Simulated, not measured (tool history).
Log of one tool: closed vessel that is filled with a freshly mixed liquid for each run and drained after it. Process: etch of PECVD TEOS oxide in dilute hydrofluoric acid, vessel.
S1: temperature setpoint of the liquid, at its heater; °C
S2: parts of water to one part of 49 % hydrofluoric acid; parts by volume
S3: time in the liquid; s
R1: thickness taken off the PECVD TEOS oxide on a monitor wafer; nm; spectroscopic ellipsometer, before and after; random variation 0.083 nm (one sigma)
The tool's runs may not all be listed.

Run 1, day 0.000: S1 25.0 °C, S2 175 parts by volume, S3 355 s. Result: R1 16.963 nm.
Run 2, day 0.238: S1 25.0 °C, S2 175 parts by volume, S3 355 s. Result: R1 16.988 nm.
Run 3, day 0.338: S1 24.5 °C, S2 175 parts by volume, S3 355 s. Result: R1 16.746 nm.
Run 4, day 0.650: S1 26.0 °C, S2 175 parts by volume, S3 355 s. Result: R1 17.624 nm.
Run 5, day 0.738: S1 25.0 °C, S2 175 parts by volume, S3 355 s. Result: R1 16.848 nm.
Run 6, day 0.925: S1 24.5 °C, S2 175 parts by volume, S3 355 s. Result: R1 16.732 nm.

Forecast run 7:
Run 7, day 1.175: S1 24.0 °C, S2 175 parts by volume, S3 355 s. Result: R1 ?.

Run 7 gave R1 16.255 nm.
